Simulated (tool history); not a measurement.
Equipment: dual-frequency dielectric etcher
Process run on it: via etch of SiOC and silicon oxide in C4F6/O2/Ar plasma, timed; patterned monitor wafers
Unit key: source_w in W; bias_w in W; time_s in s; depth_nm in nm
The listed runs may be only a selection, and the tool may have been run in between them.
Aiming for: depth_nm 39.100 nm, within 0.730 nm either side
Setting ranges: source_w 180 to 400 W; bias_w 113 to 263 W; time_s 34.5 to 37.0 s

run  hour  source_w  bias_w  time_s  depth_nm
  1   0.0       290     188    37.0    35.571
  2   3.4       310     190    37.0    36.442
  3  10.4       310     157    37.0    34.137
  4  15.1       350     157    37.0    35.784
  5  16.7       310     157    37.0    33.825
  6  18.0       330     161    37.0    35.104
  7  26.9       350     165    37.0    36.459
  8  30.3       360     167    37.0    36.711
  9  38.3       370     170    37.0    37.405
 10  42.5       380     172    37.0    38.004
 11  48.9       380     173    37.0    37.942
 12  56.6       380     175    37.0    38.107
 13  62.1       380     176    37.0    37.967
 14  67.4       380     178    37.0    38.289
 15  71.5       380     179    37.0    38.339

Next run, 5 choices. One meets every target within its allowed miss, the rest don't. Which?
  A  75.6       330     188    37.0         ?
  B  75.6       350     199    36.0         ?
  C  75.6       360     205    36.5         ?
  D  75.6       380     170    37.0         ?
  E  75.6       370     178    36.0         ?

move  depth_nm
   A    37.155
   B    37.616
   C    38.907
   D    37.631
   E    36.862
A: its largest miss is bigger than the last run's
B: its largest miss is bigger than the last run's
C: every result within its allowed miss
D: its largest miss is bigger than the last run's
E: its largest miss is bigger than the last run's
Correct choice: C, which meets every target

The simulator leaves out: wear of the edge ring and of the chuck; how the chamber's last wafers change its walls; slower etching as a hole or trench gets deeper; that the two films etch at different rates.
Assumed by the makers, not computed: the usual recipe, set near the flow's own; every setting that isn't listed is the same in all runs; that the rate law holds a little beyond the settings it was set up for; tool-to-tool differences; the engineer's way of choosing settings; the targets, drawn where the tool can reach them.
